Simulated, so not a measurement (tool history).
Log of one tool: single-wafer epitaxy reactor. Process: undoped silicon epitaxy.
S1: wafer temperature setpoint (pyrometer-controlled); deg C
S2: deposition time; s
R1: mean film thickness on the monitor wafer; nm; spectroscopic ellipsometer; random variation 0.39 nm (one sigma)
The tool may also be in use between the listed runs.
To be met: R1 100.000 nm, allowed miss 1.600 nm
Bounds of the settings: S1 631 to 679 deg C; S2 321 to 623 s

| run | hour | S1 | S2 | R1 |
|---|---|---|---|---|
| 1 | 0.0 | 655 | 472 | 90.716 |
| 2 | 7.4 | 648 | 472 | 76.580 |
| 3 | 14.2 | 649 | 472 | 78.061 |
| 4 | 20.6 | 641 | 472 | 64.574 |
| 5 | 22.2 | 643 | 472 | 67.975 |
| 6 | 28.0 | 645 | 472 | 71.028 |
| 7 | 31.4 | 647 | 472 | 74.518 |
| 8 | 32.1 | 648 | 472 | 77.233 |
| 9 | 34.5 | 649 | 472 | 78.114 |
| 10 | 39.7 | 650 | 472 | 80.665 |
| 11 | 45.9 | 651 | 472 | 82.354 |
| 12 | 49.2 | 652 | 472 | 85.147 |
| 13 | 55.1 | 653 | 472 | 86.699 |
| 14 | 57.8 | 654 | 472 | 88.542 |
| 15 | 59.3 | 661 | 473 | 105.110 |
| 16 | 65.7 | 660 | 473 | 102.640 |

5 next moves are on the table. One of them brings every result within its allowed miss. Which?
| A | 72.1 | 661 | 487 | ? |
| B | 72.1 | 658 | 487 | ? |
| C | 72.1 | 657 | 513 | ? |
| D | 72.1 | 659 | 493 | ? |
| E | 72.1 | 655 | 539 | ? |

| move | R1 |
|---|---|
| A | 107.840 |
| B | 100.430 |
| C | 103.290 |
| D | 104.110 |
| E | 103.460 |
A: further off than the last run
B: meets every target
C: further off than the last run
D: further off than the last run
E: further off than the last run
Move B is the one to make.

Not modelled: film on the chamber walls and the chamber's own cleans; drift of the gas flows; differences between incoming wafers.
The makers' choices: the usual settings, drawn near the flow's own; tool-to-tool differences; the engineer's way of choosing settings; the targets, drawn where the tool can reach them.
